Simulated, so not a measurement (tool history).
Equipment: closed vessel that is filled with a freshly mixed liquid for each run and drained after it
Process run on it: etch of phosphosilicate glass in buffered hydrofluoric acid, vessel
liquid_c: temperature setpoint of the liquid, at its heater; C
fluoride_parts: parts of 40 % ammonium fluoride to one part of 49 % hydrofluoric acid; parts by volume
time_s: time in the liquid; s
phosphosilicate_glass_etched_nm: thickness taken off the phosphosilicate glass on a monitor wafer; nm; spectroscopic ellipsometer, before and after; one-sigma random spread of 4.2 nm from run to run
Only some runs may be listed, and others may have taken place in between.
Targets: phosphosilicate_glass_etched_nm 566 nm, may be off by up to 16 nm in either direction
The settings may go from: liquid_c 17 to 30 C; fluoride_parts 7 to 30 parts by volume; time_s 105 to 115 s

run	hour	liquid_c	fluoride_parts	time_s	phosphosilicate_glass_etched_nm
1	0	22	19	105	411.8
2	0.6	22	22.5	105	364.21
3	3.9	22	18	105	439.41
4	9	22	18	115	479.58
5	17.3	22	18	115	483.18
6	20.4	22	22.5	115	399.64
7	21.4	24	22.5	115	447.09
8	29.7	25.5	22.5	115	493.64
9	31.8	26	22.5	115	503.65
10	32.7	26.5	22.5	115	519.77
11	34.4	27	22.5	115	530.61
12	38	27.5	22.5	115	547.3

5 candidate next runs follow, results not yet known. Just one meets every target within its allowed miss. Identify it.
A	41.6	27	22.5	115	?
B	41.6	29.5	23	110	?
C	41.6	27.5	24	115	?
D	41.6	27	21.5	110	?
E	41.6	30	28	110	?

move	phosphosilicate_glass_etched_nm
A	526.34
B	567.9
C	517.41
D	519.45
E	509.81
A: misses by more than the last run did
B: all results land within tolerance of their targets
C: misses by more than the last run did
D: misses by more than the last run did
E: misses by more than the last run did
The move that meets every target is B.

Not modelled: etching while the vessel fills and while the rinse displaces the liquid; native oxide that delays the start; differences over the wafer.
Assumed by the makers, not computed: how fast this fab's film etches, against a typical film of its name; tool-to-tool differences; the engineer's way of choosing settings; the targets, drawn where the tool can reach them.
